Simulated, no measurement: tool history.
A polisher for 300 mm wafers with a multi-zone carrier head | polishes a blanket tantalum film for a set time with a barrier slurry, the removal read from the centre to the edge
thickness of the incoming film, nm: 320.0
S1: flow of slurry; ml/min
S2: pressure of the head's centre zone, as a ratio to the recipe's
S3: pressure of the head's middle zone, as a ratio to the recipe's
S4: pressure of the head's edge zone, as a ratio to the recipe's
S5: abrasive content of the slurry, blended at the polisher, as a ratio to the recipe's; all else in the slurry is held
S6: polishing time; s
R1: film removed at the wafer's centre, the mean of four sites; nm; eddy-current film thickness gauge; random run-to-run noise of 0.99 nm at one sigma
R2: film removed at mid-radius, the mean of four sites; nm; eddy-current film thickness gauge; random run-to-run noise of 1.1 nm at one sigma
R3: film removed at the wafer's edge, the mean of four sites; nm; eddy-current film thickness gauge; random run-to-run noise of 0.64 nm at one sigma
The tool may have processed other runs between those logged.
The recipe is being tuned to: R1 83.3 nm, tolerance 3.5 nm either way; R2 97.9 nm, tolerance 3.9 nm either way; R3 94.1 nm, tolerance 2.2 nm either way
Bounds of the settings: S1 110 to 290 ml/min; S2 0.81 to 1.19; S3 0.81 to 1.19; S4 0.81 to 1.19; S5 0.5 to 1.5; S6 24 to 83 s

run,hour,S1,S2,S3,S4,S5,S6,R1,R2,R3
1,0,185,1,1,1,1,53,70.334,73.922,74.619
2,1.9,230,1,1,1,1,53,73.584,76.21,77.317
3,5.1,235,1,1.03,1.03,1.05,53,75.22,79.122,78.821
4,6.8,235,1,1.03,1.03,1.1,53,74.15,81.488,80.822
5,8,235,1,1.03,1.03,1.25,53,78.053,84.122,84.022
6,13.9,235,1,1.03,0.97,1.25,53,80.299,85.386,80.988
7,20.1,235,1,1.03,0.97,1.25,53,79.275,84.607,81.787
8,21.7,240,1,1.04,0.99,1.3,53,80.916,86.6,82.783
9,23.9,245,0.99,1.05,1.01,1.35,53,79.479,87.796,85.93
10,32.3,250,0.99,1.06,1.02,1.4,53,81.928,89.922,86.162
11,35.2,250,0.99,1.06,1.02,1.4,53,83.329,90.146,86.216
12,37.9,250,0.98,1.07,1.04,1.4,53,82.149,89.807,86.702
13,43.7,250,0.97,1.08,1.05,1.4,53,79.898,90.497,87.73
14,47.3,255,0.97,1.09,1.06,1.4,53,80.746,91.379,89.036
15,53.2,260,0.97,1.1,1.07,1.4,53,80.788,90.588,89.382
16,56.2,260,0.97,1.11,1.07,1.4,53,79.588,94.188,89.623

Next run, 5 choices. One meets every target within its allowed miss, the rest don't. Which?
A,59.2,265,0.92,1.15,1.03,1.5,53,?,?,?
B,59.2,240,0.89,1.07,1.13,1.4,55,?,?,?
C,59.2,220,0.98,1.19,0.98,1.25,53,?,?,?
D,59.2,290,1.07,1.05,1.06,1.25,52,?,?,?
E,59.2,245,1,1.17,1.19,0.95,61,?,?,?

move,R1,R2,R3
A,80.45,95.969,88.909
B,78.573,91.223,94.227
C,79.469,92.124,81.442
D,87.604,84.014,85.073
E,86.074,96.36,94.737
A: misses by more than the last run did
B: gets the furthest-off result to its target, but another result is out of tolerance
C: misses by more than the last run did
D: misses by more than the last run did
E: each result inside its tolerance
The move that meets every target is E.
